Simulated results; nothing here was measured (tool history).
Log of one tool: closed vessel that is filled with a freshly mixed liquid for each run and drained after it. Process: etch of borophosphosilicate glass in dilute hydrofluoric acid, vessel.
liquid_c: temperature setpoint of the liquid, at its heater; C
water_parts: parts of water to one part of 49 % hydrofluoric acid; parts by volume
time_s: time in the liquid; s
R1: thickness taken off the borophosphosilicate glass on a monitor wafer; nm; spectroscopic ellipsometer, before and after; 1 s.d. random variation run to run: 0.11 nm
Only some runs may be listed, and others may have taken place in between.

{"run": 1, "day": 0.0, "liquid_c": 21.0, "water_parts": 150, "time_s": 40, "R1": 9.9956}
{"run": 2, "day": 0.225, "liquid_c": 24.0, "water_parts": 150, "time_s": 40, "R1": 11.333}
{"run": 3, "day": 0.375, "liquid_c": 24.0, "water_parts": 105, "time_s": 40, "R1": 16.971}
{"run": 4, "day": 0.65, "liquid_c": 24.0, "water_parts": 105, "time_s": 40, "R1": 17.04}
{"run": 5, "day": 0.883, "liquid_c": 24.0, "water_parts": 65, "time_s": 40, "R1": 28.526}
{"run": 6, "day": 0.921, "liquid_c": 22.0, "water_parts": 75, "time_s": 40, "R1": 22.772}
{"run": 7, "day": 1.1, "liquid_c": 20.5, "water_parts": 80, "time_s": 40, "R1": 19.567}
{"run": 8, "day": 1.238, "liquid_c": 19.5, "water_parts": 80, "time_s": 40, "R1": 18.991}

Run 9, settings as shown, results not yet in. Your forecast:
{"run": 9, "day": 1.367, "liquid_c": 19.0, "water_parts": 80, "time_s": 40, "R1": "?"}

{"run 9": {"R1": 18.637}}
